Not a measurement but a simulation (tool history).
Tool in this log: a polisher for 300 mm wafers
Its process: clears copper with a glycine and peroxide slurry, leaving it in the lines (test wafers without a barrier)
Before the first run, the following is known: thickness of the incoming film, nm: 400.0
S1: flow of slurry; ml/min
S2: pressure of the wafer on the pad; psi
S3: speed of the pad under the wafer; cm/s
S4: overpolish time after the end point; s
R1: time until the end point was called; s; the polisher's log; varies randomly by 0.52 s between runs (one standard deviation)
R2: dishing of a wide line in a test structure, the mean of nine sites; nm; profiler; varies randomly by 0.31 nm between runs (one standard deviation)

{"run": 1, "hour": 0.0, "S1": 170, "S2": 2.6, "S3": 96, "S4": 12, "R1": 73.939, "R2": 44.667}
{"run": 2, "hour": 5.1, "S1": 155, "S2": 2.6, "S3": 102, "S4": 10, "R1": 71.9, "R2": 38.608}
{"run": 3, "hour": 13.1, "S1": 140, "S2": 2.5, "S3": 112, "S4": 8, "R1": 69.656, "R2": 32.708}
{"run": 4, "hour": 15.1, "S1": 140, "S2": 2.5, "S3": 112, "S4": 4, "R1": 70.301, "R2": 17.516}
{"run": 5, "hour": 19.5, "S1": 150, "S2": 2.6, "S3": 112, "S4": 4, "R1": 67.355, "R2": 18.718}
{"run": 6, "hour": 24.2, "S1": 150, "S2": 2.6, "S3": 112, "S4": 4, "R1": 66.052, "R2": 18.451}

Forecast run 7:
{"run": 7, "hour": 25.1, "S1": 155, "S2": 2.6, "S3": 112, "S4": 4, "R1": "?", "R2": "?"}

{"run 7": {"R1": 66.354, "R2": 18.863}}
